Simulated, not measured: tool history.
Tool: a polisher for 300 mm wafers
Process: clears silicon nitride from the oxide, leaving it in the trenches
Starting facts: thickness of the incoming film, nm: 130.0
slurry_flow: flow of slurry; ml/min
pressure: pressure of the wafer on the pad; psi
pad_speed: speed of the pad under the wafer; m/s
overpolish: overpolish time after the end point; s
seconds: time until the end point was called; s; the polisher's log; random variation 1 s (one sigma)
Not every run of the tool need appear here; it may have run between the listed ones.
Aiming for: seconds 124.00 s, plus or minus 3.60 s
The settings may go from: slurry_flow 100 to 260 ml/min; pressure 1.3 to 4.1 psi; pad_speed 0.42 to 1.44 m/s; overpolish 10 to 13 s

run,day,slurry_flow,pressure,pad_speed,overpolish,seconds
1,0.000,165,2.7,0.92,13,186.87
2,0.375,175,3.0,0.92,13,170.51
3,0.488,175,3.3,0.92,13,155.32
4,0.538,175,3.3,0.92,13,156.46
5,0.779,175,3.3,0.92,13,158.42
6,1.062,180,3.5,0.92,13,150.10
7,1.338,180,3.7,0.94,13,140.29
8,1.504,185,3.8,0.94,13,135.88

Next run, 4 choices. One meets every target within its allowed miss, the rest don't. Which?
A,1.671,205,3.6,0.92,10,?
B,1.671,185,4.1,0.84,10,?
C,1.671,150,3.9,0.86,13,?
D,1.671,165,3.9,1.04,13,?

move,seconds
A,142.80
B,142.33
C,150.28
D,122.81
A: further off than the last run
B: further off than the last run
C: further off than the last run
D: all results in spec
D is the move that brings every result within its allowed miss.
